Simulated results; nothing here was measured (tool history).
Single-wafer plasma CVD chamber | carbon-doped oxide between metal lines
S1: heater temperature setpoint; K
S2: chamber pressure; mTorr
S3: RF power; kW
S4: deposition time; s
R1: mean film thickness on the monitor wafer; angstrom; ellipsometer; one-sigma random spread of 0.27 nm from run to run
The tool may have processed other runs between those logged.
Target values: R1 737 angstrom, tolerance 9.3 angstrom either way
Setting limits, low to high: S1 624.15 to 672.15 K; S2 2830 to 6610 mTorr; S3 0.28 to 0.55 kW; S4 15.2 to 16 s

run,day,S1,S2,S3,S4,R1
1,0,648.15,4720,0.415,16,637.59
2,0.104,648.15,4720,0.45,16,686.68
3,0.304,648.15,4720,0.45,15.2,650.43
4,0.538,646.15,4970,0.455,15.2,665.35
5,0.675,646.15,5720,0.455,15.2,681.1
6,1.029,638.15,5720,0.455,15.2,692.94
7,1.075,637.15,5840,0.455,15.2,702.43
8,1.3,636.15,5910,0.455,15.2,699.45
9,1.396,635.15,6010,0.455,15.2,707.55
10,1.462,634.15,6080,0.455,15.2,708.75
11,1.688,633.15,6160,0.455,15.2,707.46
12,1.892,632.15,6220,0.455,15.2,715.59
13,1.938,631.15,6280,0.455,15.2,723.24
14,2.179,630.15,6300,0.455,15.2,719.59
15,2.429,630.15,6350,0.455,15.2,724.59
16,2.642,629.15,6370,0.455,15.2,717.29
17,2.917,629.15,6400,0.455,15.2,725.33
18,3.146,629.15,6430,0.455,15.2,721.43
19,3.183,629.15,6460,0.455,15.2,718.87
20,3.208,629.15,6480,0.455,15.2,720.46
21,3.55,629.15,6500,0.455,15.2,724.66
22,3.896,629.15,6520,0.455,15.2,724.43
23,3.938,629.15,6530,0.455,15.2,726.02
24,4.179,629.15,6540,0.455,15.2,729.5
25,4.417,629.15,6550,0.455,15.2,726.76
26,4.7,629.15,6550,0.455,15.2,719.83

Which of these 5 next moves meets every target?
A,4.983,628.15,6550,0.43,15.8,?
B,4.983,635.15,6020,0.43,15.6,?
C,4.983,630.15,6340,0.435,15.7,?
D,4.983,628.15,6490,0.445,15.8,?
E,4.983,624.15,6550,0.405,16,?

move,R1
A,717.72
B,688.75
C,714.32
D,738.4
E,699.17
A: the biggest miss grows against the last run
B: the biggest miss grows against the last run
C: the biggest miss grows against the last run
D: hits every target within its allowed miss
E: the biggest miss grows against the last run
The right move is D.

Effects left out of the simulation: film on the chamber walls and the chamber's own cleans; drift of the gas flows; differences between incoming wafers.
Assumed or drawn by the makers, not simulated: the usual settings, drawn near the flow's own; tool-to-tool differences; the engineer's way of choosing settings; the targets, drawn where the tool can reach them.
